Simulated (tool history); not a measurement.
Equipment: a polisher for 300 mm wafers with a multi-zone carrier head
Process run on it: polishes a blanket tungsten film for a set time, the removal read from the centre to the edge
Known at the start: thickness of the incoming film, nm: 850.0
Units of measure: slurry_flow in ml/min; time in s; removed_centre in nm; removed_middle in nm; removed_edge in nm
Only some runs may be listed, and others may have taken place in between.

| run | day | slurry_flow | centre_zone | middle_zone | edge_zone | slurry_solids | time | removed_centre | removed_middle | removed_edge |
|---|---|---|---|---|---|---|---|---|---|---|
| 1 | 0 | 225 | 1 | 1 | 1 | 1 | 74 | 335.09 | 334.64 | 330.49 |
| 2 | 0.221 | 225 | 1 | 1.07 | 1 | 1 | 74 | 338.31 | 355.4 | 340.34 |
| 3 | 0.512 | 225 | 1 | 1.07 | 1.04 | 1 | 74 | 337.47 | 347.15 | 339.99 |
| 4 | 0.762 | 225 | 0.92 | 1.07 | 1.04 | 1 | 74 | 308.13 | 352.74 | 335.04 |
| 5 | 0.996 | 245 | 0.96 | 1.06 | 0.99 | 0.9 | 71 | 304.25 | 329.77 | 312.12 |
| 6 | 1.062 | 245 | 0.96 | 1.06 | 0.99 | 0.75 | 71 | 285.63 | 310.56 | 295.97 |
| 7 | 1.221 | 265 | 1 | 1.07 | 0.95 | 0.7 | 69 | 290.84 | 303.16 | 273.48 |

The next listed run, before its measurement:
| 8 | 1.512 | 275 | 1.01 | 1.06 | 0.93 | 0.65 | 69 | ? | ? | ? |

removed_centre: 287.29 nm
removed_middle: 298.37 nm
removed_edge: 268.75 nm
